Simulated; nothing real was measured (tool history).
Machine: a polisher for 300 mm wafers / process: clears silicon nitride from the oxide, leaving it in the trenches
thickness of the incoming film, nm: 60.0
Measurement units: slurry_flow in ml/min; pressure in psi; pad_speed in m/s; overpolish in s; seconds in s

Run 1, day 0: slurry_flow 295 ml/min, pressure 2.5 psi, pad_speed 0.94 m/s, overpolish 28 s. Result: seconds 87.403 s.
Run 2, day 0.312: slurry_flow 260 ml/min, pressure 2.5 psi, pad_speed 0.94 m/s, overpolish 28 s. Result: seconds 88.317 s.
Run 3, day 0.55: slurry_flow 260 ml/min, pressure 2.5 psi, pad_speed 1.02 m/s, overpolish 28 s. Result: seconds 80.147 s.
Run 4, day 0.833: slurry_flow 260 ml/min, pressure 2.5 psi, pad_speed 0.86 m/s, overpolish 28 s. Result: seconds 96.963 s.
Run 5, day 1: slurry_flow 235 ml/min, pressure 2.5 psi, pad_speed 0.86 m/s, overpolish 28 s. Result: seconds 96.899 s.
Run 6, day 1.083: slurry_flow 235 ml/min, pressure 2.2 psi, pad_speed 0.86 m/s, overpolish 28 s. Result: seconds 108.76 s.

Expected results for the next run?
Run 7, day 1.283: slurry_flow 235 ml/min, pressure 2 psi, pad_speed 0.86 m/s, overpolish 28 s. Result: seconds ?.

seconds: 120.65 s
